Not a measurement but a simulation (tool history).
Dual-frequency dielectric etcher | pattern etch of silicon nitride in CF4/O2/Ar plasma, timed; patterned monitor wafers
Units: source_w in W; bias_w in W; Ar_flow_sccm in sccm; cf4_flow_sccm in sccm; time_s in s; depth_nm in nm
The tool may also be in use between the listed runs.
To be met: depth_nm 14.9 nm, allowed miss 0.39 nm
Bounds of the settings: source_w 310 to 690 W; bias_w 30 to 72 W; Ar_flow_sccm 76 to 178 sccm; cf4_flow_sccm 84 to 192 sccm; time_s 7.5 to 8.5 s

run 1 hour=0 | source_w=500 bias_w=51 Ar_flow_sccm=127 cf4_flow_sccm=138 time_s=8.5 | depth_nm=17.49
run 2 hour=0.7 | source_w=500 bias_w=57 Ar_flow_sccm=127 cf4_flow_sccm=138 time_s=8.5 | depth_nm=18.239
run 3 hour=5.9 | source_w=490 bias_w=57 Ar_flow_sccm=127 cf4_flow_sccm=138 time_s=8.5 | depth_nm=18.035
run 4 hour=8.6 | source_w=480 bias_w=57 Ar_flow_sccm=127 cf4_flow_sccm=138 time_s=8.5 | depth_nm=17.535
run 5 hour=16.9 | source_w=530 bias_w=57 Ar_flow_sccm=127 cf4_flow_sccm=138 time_s=8.5 | depth_nm=19.067
-- hour=21.2 CF4 flow controller replaced
run 6 hour=21.2 | source_w=530 bias_w=57 Ar_flow_sccm=127 cf4_flow_sccm=114 time_s=8.5 | depth_nm=18.674
run 7 hour=25.9 | source_w=510 bias_w=57 Ar_flow_sccm=127 cf4_flow_sccm=114 time_s=8.5 | depth_nm=18.369
run 8 hour=29.6 | source_w=490 bias_w=57 Ar_flow_sccm=127 cf4_flow_sccm=114 time_s=8.5 | depth_nm=17.65
run 9 hour=33.1 | source_w=480 bias_w=57 Ar_flow_sccm=127 cf4_flow_sccm=114 time_s=8.5 | depth_nm=17.458

4 next moves are on the table. One of them brings every result within its allowed miss. Which?
run A hour=36.6 | source_w=430 bias_w=58 Ar_flow_sccm=115 cf4_flow_sccm=104 time_s=7.5 | depth_nm=?
run B hour=36.6 | source_w=540 bias_w=58 Ar_flow_sccm=141 cf4_flow_sccm=117 time_s=8.5 | depth_nm=?
run C hour=36.6 | source_w=470 bias_w=55 Ar_flow_sccm=93 cf4_flow_sccm=88 time_s=7.5 | depth_nm=?
run D hour=36.6 | source_w=520 bias_w=57 Ar_flow_sccm=124 cf4_flow_sccm=87 time_s=8 | depth_nm=?

move=A depth_nm=14.265
move=B depth_nm=19.144
move=C depth_nm=14.959
move=D depth_nm=16.905
A: takes the result that was furthest off past its target
B: further off than the last run
C: meets every target
D: nearer than the last run, and not there yet
The right move is C.
